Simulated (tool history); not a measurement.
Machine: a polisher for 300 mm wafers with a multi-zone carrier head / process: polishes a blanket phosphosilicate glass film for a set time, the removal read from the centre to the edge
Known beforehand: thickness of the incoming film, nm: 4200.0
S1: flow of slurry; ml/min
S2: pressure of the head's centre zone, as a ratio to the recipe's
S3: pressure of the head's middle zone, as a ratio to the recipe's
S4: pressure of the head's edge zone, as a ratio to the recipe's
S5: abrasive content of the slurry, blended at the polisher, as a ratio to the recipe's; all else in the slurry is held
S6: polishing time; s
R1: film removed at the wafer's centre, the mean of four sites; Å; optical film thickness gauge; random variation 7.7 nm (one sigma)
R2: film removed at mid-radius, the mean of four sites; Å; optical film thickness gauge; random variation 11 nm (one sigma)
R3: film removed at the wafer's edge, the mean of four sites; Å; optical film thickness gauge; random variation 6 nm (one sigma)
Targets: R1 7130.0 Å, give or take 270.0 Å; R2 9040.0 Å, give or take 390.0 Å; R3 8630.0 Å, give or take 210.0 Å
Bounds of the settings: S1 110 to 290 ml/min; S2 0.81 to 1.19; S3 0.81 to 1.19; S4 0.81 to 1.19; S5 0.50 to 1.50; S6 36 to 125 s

run  hour   S1    S2    S3    S4    S5  S6      R1      R2      R3
  1   0.0  185  1.00  1.00  1.00  1.00  80  6942.3  6968.5  6779.1
  2   4.2  185  1.00  1.07  1.00  1.00  80  6864.6  7238.3  6743.4
  3   8.1  185  1.00  1.07  1.00  0.80  80  6072.1  6411.4  5919.4
  4  16.7  195  0.96  1.09  1.05  0.95  80  6595.2  7301.7  6701.3
  5  24.1  190  0.91  1.09  1.09  1.05  80  6392.5  7779.2  7291.8
  6  32.4  205  0.90  1.09  1.12  1.10  80  6597.9  7974.8  7526.8
  7  33.1  205  0.89  1.09  1.14  1.15  80  6591.4  8115.9  7836.7
  8  41.0  215  0.89  1.10  1.15  1.20  80  6705.0  8498.5  7935.8
  9  49.6  215  0.89  1.09  1.16  1.25  80  6996.1  8423.9  8228.2
 10  53.8  220  0.88  1.10  1.17  1.25  80  6916.9  8485.5  8231.1

Which one of the following 4 next-run settings gets every result inside its allowed miss? There is exactly one.
  A  58.0  220  0.86  1.09  1.13  1.30  84   ?   ?   ?
  B  58.0  200  0.87  0.95  1.19  1.10  89   ?   ?   ?
  C  58.0  230  0.89  1.19  1.06  1.25  88   ?   ?   ?
  D  58.0  205  0.83  1.12  1.19  1.30  82   ?   ?   ?

move      R1       R2      R3
   A  7177.1   9026.0  8667.3
   B  7044.4   7809.5  8691.6
   C  7692.3  10066.0  8657.4
   D  6710.3   8958.7  8644.3
A: meets every target
B: gets the furthest-off result to its target, but another result is out of tolerance
C: gets the furthest-off result to its target, but another result is out of tolerance
D: gets the furthest-off result to its target, but another result is out of tolerance
The right move is A.
